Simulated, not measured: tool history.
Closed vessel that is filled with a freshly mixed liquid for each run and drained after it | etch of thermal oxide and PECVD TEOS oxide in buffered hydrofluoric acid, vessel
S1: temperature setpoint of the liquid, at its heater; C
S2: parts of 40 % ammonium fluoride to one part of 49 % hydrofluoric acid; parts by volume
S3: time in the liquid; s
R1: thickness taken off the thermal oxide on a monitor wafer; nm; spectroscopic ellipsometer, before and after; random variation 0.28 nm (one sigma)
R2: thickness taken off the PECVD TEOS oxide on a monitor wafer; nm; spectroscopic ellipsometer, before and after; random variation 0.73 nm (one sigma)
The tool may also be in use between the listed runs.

| run | hour | S1 | S2 | S3 | R1 | R2 |
|---|---|---|---|---|---|---|
| 1 | 0.0 | 22.0 | 7.5 | 60 | 89.624 | 270.93 |
| 2 | 1.7 | 21.0 | 8.5 | 60 | 73.941 | 225.38 |
| 3 | 8.9 | 20.0 | 9.5 | 60 | 64.771 | 192.85 |
| 4 | 10.9 | 20.0 | 8.0 | 60 | 76.087 | 227.95 |
| 5 | 18.2 | 19.5 | 9.0 | 60 | 64.796 | 193.92 |
| 6 | 26.1 | 19.5 | 8.0 | 60 | 72.564 | 222.57 |
| 7 | 28.8 | 19.0 | 9.0 | 60 | 63.604 | 187.94 |
| 8 | 29.3 | 19.0 | 10.0 | 60 | 59.115 | 177.19 |
| 9 | 32.9 | 18.5 | 10.5 | 60 | 54.700 | 164.22 |
| 10 | 37.9 | 18.0 | 11.0 | 60 | 50.711 | 152.89 |
| 11 | 38.8 | 18.0 | 11.5 | 60 | 48.037 | 148.50 |
| 12 | 41.2 | 18.0 | 11.5 | 55 | 44.126 | 133.60 |

Run 13 comes next. What will it give?
| 13 | 49.3 | 17.5 | 12.0 | 55 | ? | ? |

{"run 13": {"R1": 41.117, "R2": 126.46}}
